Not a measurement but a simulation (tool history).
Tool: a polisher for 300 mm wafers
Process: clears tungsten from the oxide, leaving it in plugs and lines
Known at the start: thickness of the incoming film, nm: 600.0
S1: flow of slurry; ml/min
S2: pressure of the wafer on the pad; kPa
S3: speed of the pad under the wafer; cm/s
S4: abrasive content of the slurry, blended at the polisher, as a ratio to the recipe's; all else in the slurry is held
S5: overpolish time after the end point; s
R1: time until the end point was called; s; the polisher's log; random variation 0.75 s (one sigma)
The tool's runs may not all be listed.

{"run": 1, "hour": 0.0, "S1": 275, "S2": 26.2, "S3": 142, "S4": 1, "S5": 9, "R1": 93.95}
{"run": 2, "hour": 5.1, "S1": 275, "S2": 26.2, "S3": 142, "S4": 1, "S5": 9, "R1": 95.795}
{"run": 3, "hour": 7.2, "S1": 275, "S2": 27.6, "S3": 142, "S4": 1, "S5": 9, "R1": 93.463}
{"run": 4, "hour": 15.2, "S1": 275, "S2": 29, "S3": 142, "S4": 1, "S5": 9, "R1": 87.519}
{"run": 5, "hour": 22.5, "S1": 275, "S2": 29.6, "S3": 142, "S4": 1, "S5": 9, "R1": 84.611}
{"run": 6, "hour": 23.9, "S1": 275, "S2": 30.3, "S3": 142, "S4": 1, "S5": 9, "R1": 83.88}
{"run": 7, "hour": 29.7, "S1": 275, "S2": 31, "S3": 142, "S4": 1, "S5": 9, "R1": 80.965}
{"run": 8, "hour": 33.1, "S1": 275, "S2": 31.7, "S3": 142, "S4": 1, "S5": 9, "R1": 79.874}
{"run": 9, "hour": 37.3, "S1": 275, "S2": 32.4, "S3": 142, "S4": 1, "S5": 9, "R1": 77.234}
{"run": 10, "hour": 40.1, "S1": 275, "S2": 33.1, "S3": 142, "S4": 1, "S5": 9, "R1": 76.883}

Run 11 comes next. What will it give?
{"run": 11, "hour": 43.7, "S1": 275, "S2": 33.8, "S3": 142, "S4": 1, "S5": 9, "R1": "?"}

R1: 75.78 s
